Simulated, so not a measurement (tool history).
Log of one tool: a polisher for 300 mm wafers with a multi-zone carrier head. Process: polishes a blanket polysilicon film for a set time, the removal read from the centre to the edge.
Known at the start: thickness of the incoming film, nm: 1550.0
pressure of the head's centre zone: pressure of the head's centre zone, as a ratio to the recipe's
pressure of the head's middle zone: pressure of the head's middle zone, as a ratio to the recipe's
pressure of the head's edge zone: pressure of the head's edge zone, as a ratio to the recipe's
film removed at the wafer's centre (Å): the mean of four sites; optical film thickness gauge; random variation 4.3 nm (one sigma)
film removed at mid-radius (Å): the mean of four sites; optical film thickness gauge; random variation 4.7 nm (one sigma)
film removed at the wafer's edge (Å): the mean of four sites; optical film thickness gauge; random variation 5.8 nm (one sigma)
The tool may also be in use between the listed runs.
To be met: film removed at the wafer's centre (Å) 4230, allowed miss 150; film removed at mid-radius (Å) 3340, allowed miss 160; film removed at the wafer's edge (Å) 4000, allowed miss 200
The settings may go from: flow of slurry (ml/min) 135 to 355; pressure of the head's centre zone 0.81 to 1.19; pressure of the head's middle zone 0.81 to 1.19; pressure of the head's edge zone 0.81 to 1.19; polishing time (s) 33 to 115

| run | day | flow of slurry (ml/min) | pressure of the head's centre zone | pressure of the head's middle zone | pressure of the head's edge zone | polishing time (s) | film removed at the wafer's centre (Å) | film removed at mid-radius (Å) | film removed at the wafer's edge (Å) |
|---|---|---|---|---|---|---|---|---|---|
| 1 | 0 | 225 | 1 | 1 | 1 | 73 | 5018.9 | 5002.6 | 5306.2 |
| 2 | 0.196 | 220 | 1.01 | 0.97 | 0.99 | 70 | 4710.4 | 4791 | 4887.2 |
| 3 | 0.496 | 240 | 1.04 | 0.94 | 1.03 | 66 | 4626 | 4428.1 | 4911 |
| 4 | 0.817 | 245 | 1.07 | 0.92 | 1.03 | 63 | 4547.9 | 4067.4 | 4732.8 |
| 5 | 1.146 | 245 | 1.07 | 0.97 | 1.03 | 63 | 4508.4 | 4357.5 | 4580.1 |
| 6 | 1.258 | 245 | 0.99 | 0.97 | 1.03 | 63 | 4249.2 | 4337.8 | 4651.9 |
|  | 1.508 | edge zone pressure recalibrated |
| 7 | 1.508 | 245 | 1.02 | 0.94 | 1.02 | 61 | 4131.5 | 4065.9 | 4390.6 |
| 8 | 1.779 | 245 | 1.05 | 0.92 | 1.01 | 60 | 4229.2 | 3964.4 | 4333.1 |
| 9 | 2.017 | 245 | 1.07 | 0.9 | 1.01 | 59 | 4199.9 | 3826.2 | 4163.9 |
| 10 | 2.346 | 245 | 1.08 | 0.88 | 1.01 | 58 | 4249.6 | 3792.8 | 4100.5 |
| 11 | 2.408 | 245 | 1.09 | 0.87 | 1.02 | 57 | 4189.2 | 3632.2 | 4075.9 |
| 12 | 2.525 | 245 | 1.1 | 0.86 | 1.02 | 57 | 4240 | 3578.2 | 4039.9 |
| 13 | 2.883 | 245 | 1.1 | 0.85 | 1.02 | 57 | 4259.8 | 3559.7 | 4038.8 |
| 14 | 3.212 | 245 | 1.1 | 0.84 | 1.03 | 57 | 4263.4 | 3532 | 4152 |

Which of these 4 next moves meets every target?
| A | 3.542 | 260 | 1.1 | 0.86 | 0.93 | 58 | ? | ? | ? |
| B | 3.542 | 240 | 1.19 | 0.81 | 1.13 | 52 | ? | ? | ? |
| C | 3.542 | 265 | 1.18 | 0.88 | 1.15 | 53 | ? | ? | ? |
| D | 3.542 | 240 | 1.14 | 0.81 | 0.95 | 50 | ? | ? | ? |

| move | film removed at the wafer's centre (Å) | film removed at mid-radius (Å) | film removed at the wafer's edge (Å) |
|---|---|---|---|
| A | 4345.6 | 3642.6 | 4100.6 |
| B | 4179.1 | 3103.3 | 4022.4 |
| C | 4270.9 | 3387.5 | 4163.7 |
| D | 3848.5 | 2985.5 | 3551.4 |
A: further off than the last run
B: takes the result that was furthest off past its target
C: meets every target
D: takes the result that was furthest off past its target
Move C is the one to make.
